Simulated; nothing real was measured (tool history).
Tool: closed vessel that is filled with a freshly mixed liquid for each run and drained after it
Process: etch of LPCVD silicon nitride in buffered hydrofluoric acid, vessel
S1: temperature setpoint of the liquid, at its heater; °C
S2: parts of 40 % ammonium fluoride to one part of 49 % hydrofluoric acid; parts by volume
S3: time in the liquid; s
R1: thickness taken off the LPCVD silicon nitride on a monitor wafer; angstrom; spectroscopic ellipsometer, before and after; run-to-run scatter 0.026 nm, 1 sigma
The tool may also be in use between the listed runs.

Run 1, day 0.000: S1 21.0 °C, S2 18.0 parts by volume, S3 920 s. Result: R1 61.487 angstrom.
Run 2, day 0.054: S1 20.5 °C, S2 18.0 parts by volume, S3 920 s. Result: R1 59.810 angstrom.
Run 3, day 0.417: S1 20.5 °C, S2 21.0 parts by volume, S3 920 s. Result: R1 51.957 angstrom.
Run 4, day 0.762: S1 20.5 °C, S2 22.5 parts by volume, S3 920 s. Result: R1 49.682 angstrom.
Run 5, day 0.954: S1 21.0 °C, S2 22.5 parts by volume, S3 920 s. Result: R1 51.178 angstrom.
Run 6, day 1.246: S1 19.5 °C, S2 22.5 parts by volume, S3 920 s. Result: R1 46.662 angstrom.

Run 7 comes next. What will it give?
Run 7, day 1.279: S1 20.5 °C, S2 22.5 parts by volume, S3 920 s. Result: R1 ?.

{"run 7": {"R1": 49.569}}
